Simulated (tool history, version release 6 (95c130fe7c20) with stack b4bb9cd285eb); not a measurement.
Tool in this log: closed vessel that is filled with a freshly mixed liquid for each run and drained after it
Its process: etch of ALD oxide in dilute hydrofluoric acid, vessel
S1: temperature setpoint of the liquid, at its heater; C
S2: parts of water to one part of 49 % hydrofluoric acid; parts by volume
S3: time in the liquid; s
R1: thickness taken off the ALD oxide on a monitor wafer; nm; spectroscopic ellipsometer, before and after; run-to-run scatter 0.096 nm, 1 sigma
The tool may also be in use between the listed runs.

Run 1, hour 0.0: S1 20.0 C, S2 75 parts by volume, S3 75 s. Result: R1 21.096 nm.
Run 2, hour 2.9: S1 20.5 C, S2 75 parts by volume, S3 75 s. Result: R1 21.848 nm.
Run 3, hour 5.8: S1 20.5 C, S2 60 parts by volume, S3 75 s. Result: R1 27.548 nm.
Run 4, hour 10.5: S1 20.0 C, S2 60 parts by volume, S3 75 s. Result: R1 26.883 nm.
Run 5, hour 11.5: S1 20.0 C, S2 60 parts by volume, S3 75 s. Result: R1 27.052 nm.
Run 6, hour 20.5: S1 20.0 C, S2 60 parts by volume, S3 50 s. Result: R1 18.108 nm.

The next listed run, before its measurement:
Run 7, hour 22.2: S1 20.5 C, S2 60 parts by volume, S3 50 s. Result: R1 ?.

R1: 18.525 nm

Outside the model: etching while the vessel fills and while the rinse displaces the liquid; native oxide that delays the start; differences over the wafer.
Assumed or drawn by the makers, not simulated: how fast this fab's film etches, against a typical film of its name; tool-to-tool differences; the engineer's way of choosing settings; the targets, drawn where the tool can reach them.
